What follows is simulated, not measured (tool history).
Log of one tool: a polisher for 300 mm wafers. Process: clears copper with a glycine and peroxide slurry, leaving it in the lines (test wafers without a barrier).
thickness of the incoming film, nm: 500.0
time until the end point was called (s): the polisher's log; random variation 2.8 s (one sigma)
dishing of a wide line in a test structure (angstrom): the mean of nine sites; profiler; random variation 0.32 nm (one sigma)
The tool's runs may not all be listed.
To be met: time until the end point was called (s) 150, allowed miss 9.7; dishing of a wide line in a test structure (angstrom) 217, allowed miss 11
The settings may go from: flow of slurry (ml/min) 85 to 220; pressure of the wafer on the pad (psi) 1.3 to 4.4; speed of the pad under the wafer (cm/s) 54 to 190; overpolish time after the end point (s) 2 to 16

run	hour	flow of slurry (ml/min)	pressure of the wafer on the pad (psi)	speed of the pad under the wafer (cm/s)	overpolish time after the end point (s)	time until the end point was called (s)	dishing of a wide line in a test structure (angstrom)
1	0	140	2.8	122	8	76.066	398.4
2	3.6	140	2.8	96	8	89.24	342
3	4.8	140	2.5	94	8	103.46	310.03
4	8.8	140	2.3	94	8	103.98	291.89
5	13.6	135	2.1	90	8	125.74	260.79
6	22.2	135	2.1	118	8	97.085	318.29
7	25.5	130	1.9	114	8	108.32	279.1
8	28.9	130	1.9	114	8	112.76	293.87
9	30	130	1.8	112	8	116.05	275.96
10	37.4	125	1.7	110	8	129.27	259.53
11	40.8	115	1.3	108	7	158.71	184.12
12	45.6	115	1.3	108	7	160.24	187.56
13	46.3	120	1.3	108	7	155.41	183.84
14	50.3	115	1.4	108	7	146.32	187.6
15	55.9	120	1.4	108	7	149.38	195.72

4 next moves are on the table. One of them brings every result within its allowed miss. Which?
A	61.5	105	1.3	92	11	?	?
B	61.5	120	1.3	94	9	?	?
C	61.5	135	1.5	92	8	?	?
D	61.5	100	1.3	126	7	?	?

move	time until the end point was called (s)	dishing of a wide line in a test structure (angstrom)
A	181.04	245.4
B	172.42	213.67
C	154.49	212.35
D	147.21	194.87
A: takes the result that was furthest off past its target
B: brings the result that was furthest off to its target, and leaves another outside
C: meets every target
D: as far off as the last run
The right move is C.

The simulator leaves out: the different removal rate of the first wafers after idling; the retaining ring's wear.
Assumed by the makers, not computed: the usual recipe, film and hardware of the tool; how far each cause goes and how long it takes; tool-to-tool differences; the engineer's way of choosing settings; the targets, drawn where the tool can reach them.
